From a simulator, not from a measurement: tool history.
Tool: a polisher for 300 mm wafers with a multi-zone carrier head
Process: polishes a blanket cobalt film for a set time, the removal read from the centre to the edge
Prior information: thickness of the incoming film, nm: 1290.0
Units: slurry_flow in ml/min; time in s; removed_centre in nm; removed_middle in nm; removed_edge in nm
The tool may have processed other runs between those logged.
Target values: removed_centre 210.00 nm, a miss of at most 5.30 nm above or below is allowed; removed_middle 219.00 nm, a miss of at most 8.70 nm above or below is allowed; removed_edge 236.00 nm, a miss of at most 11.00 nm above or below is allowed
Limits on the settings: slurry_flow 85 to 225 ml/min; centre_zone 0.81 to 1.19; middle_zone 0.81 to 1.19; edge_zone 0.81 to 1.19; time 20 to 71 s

Run 1, hour 0.0: slurry_flow 145 ml/min, centre_zone 1.00, middle_zone 1.00, edge_zone 1.00, time 45 s. Result: removed_centre 258.80 nm, removed_middle 255.50 nm, removed_edge 264.80 nm.
Run 2, hour 7.3: slurry_flow 140 ml/min, centre_zone 0.99, middle_zone 0.99, edge_zone 0.99, time 45 s. Result: removed_centre 256.53 nm, removed_middle 252.90 nm, removed_edge 264.00 nm.
Run 3, hour 13.7: slurry_flow 125 ml/min, centre_zone 0.99, middle_zone 0.99, edge_zone 0.99, time 45 s. Result: removed_centre 249.26 nm, removed_middle 247.58 nm, removed_edge 250.56 nm.
Run 4, hour 15.0: slurry_flow 125 ml/min, centre_zone 1.07, middle_zone 0.99, edge_zone 0.99, time 45 s. Result: removed_centre 271.87 nm, removed_middle 242.34 nm, removed_edge 258.96 nm.
Run 5, hour 19.0: slurry_flow 120 ml/min, centre_zone 1.05, middle_zone 0.98, edge_zone 1.00, time 45 s. Result: removed_centre 261.44 nm, removed_middle 241.91 nm, removed_edge 259.00 nm.
Run 6, hour 25.0: slurry_flow 115 ml/min, centre_zone 1.04, middle_zone 0.97, edge_zone 1.00, time 45 s. Result: removed_centre 254.80 nm, removed_middle 236.27 nm, removed_edge 254.37 nm.
Run 7, hour 25.9: slurry_flow 110 ml/min, centre_zone 1.03, middle_zone 0.96, edge_zone 1.00, time 45 s. Result: removed_centre 247.70 nm, removed_middle 231.95 nm, removed_edge 254.80 nm.
Run 8, hour 32.4: slurry_flow 90 ml/min, centre_zone 0.93, middle_zone 0.96, edge_zone 0.92, time 43 s. Result: removed_centre 199.18 nm, removed_middle 208.83 nm, removed_edge 227.13 nm.
Run 9, hour 36.1: slurry_flow 115 ml/min, centre_zone 0.94, middle_zone 0.97, edge_zone 0.95, time 43 s. Result: removed_centre 217.65 nm, removed_middle 226.55 nm, removed_edge 242.21 nm.

Pick the move, out of 4, that brings all results within their allowed miss; only one does.
Run A, hour 39.8: slurry_flow 95 ml/min, centre_zone 0.94, middle_zone 1.13, edge_zone 0.97, time 42 s. Result: removed_centre ?, removed_middle ?, removed_edge ?.
Run B, hour 39.8: slurry_flow 120 ml/min, centre_zone 0.96, middle_zone 0.82, edge_zone 0.97, time 45 s. Result: removed_centre ?, removed_middle ?, removed_edge ?.
Run C, hour 39.8: slurry_flow 120 ml/min, centre_zone 0.91, middle_zone 0.93, edge_zone 0.95, time 42 s. Result: removed_centre ?, removed_middle ?, removed_edge ?.
Run D, hour 39.8: slurry_flow 115 ml/min, centre_zone 0.95, middle_zone 1.04, edge_zone 0.95, time 44 s. Result: removed_centre ?, removed_middle ?, removed_edge ?.

move  removed_centre  removed_middle  removed_edge
   A          201.24          243.96        227.86
   B          237.86          213.99        256.98
   C          210.51          221.66        237.14
   D          227.55          252.22        246.13
A: takes the result that was furthest off past its target
B: the biggest miss grows against the last run
C: hits every target within its allowed miss
D: the biggest miss grows against the last run
C is the move that brings every result within its allowed miss.
